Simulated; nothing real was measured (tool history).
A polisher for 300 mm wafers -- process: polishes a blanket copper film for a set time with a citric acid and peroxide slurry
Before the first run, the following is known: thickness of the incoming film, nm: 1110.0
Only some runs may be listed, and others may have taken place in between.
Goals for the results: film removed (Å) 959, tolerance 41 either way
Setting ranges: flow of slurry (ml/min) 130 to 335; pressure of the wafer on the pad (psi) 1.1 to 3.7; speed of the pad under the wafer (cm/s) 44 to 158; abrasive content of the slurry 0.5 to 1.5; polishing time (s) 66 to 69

| run | hour | flow of slurry (ml/min) | pressure of the wafer on the pad (psi) | speed of the pad under the wafer (cm/s) | abrasive content of the slurry | polishing time (s) | film removed (Å) |
|---|---|---|---|---|---|---|---|
| 1 | 0 | 215 | 2.4 | 100 | 1 | 66 | 1232 |
| 2 | 6.8 | 215 | 2.4 | 100 | 1 | 66 | 1260.1 |
| 3 | 13.1 | 215 | 2.3 | 100 | 1 | 66 | 1203.5 |
| 4 | 14.3 | 215 | 2.3 | 100 | 1 | 66 | 1185.6 |
| 5 | 20.8 | 215 | 2.2 | 100 | 1 | 66 | 1126.5 |
| 6 | 24.3 | 215 | 2.2 | 100 | 1 | 69 | 1208.7 |
| 7 | 29.1 | 215 | 2.1 | 100 | 1 | 69 | 1156 |
| 8 | 35.9 | 215 | 2 | 100 | 1 | 69 | 1112.6 |
| 9 | 42.8 | 215 | 1.9 | 100 | 1 | 69 | 1047.6 |

Exercise: of the 5 proposed moves below, exactly one satisfies all targets within the stated allowed misses. Which move is it?
| A | 49.7 | 200 | 1.8 | 100 | 1.05 | 66 | ? |
| B | 49.7 | 235 | 2.2 | 98 | 0.9 | 69 | ? |
| C | 49.7 | 220 | 2.1 | 98 | 1.1 | 68 | ? |
| D | 49.7 | 210 | 2.1 | 98 | 1.2 | 69 | ? |
| E | 49.7 | 205 | 1.9 | 106 | 0.95 | 67 | ? |

| move | film removed (Å) |
|---|---|
| A | 957.34 |
| B | 1169.5 |
| C | 1144.6 |
| D | 1179.1 |
| E | 1058.6 |
A: every result within its allowed miss
B: further off than the last run
C: further off than the last run
D: further off than the last run
E: further off than the last run
Answer: A

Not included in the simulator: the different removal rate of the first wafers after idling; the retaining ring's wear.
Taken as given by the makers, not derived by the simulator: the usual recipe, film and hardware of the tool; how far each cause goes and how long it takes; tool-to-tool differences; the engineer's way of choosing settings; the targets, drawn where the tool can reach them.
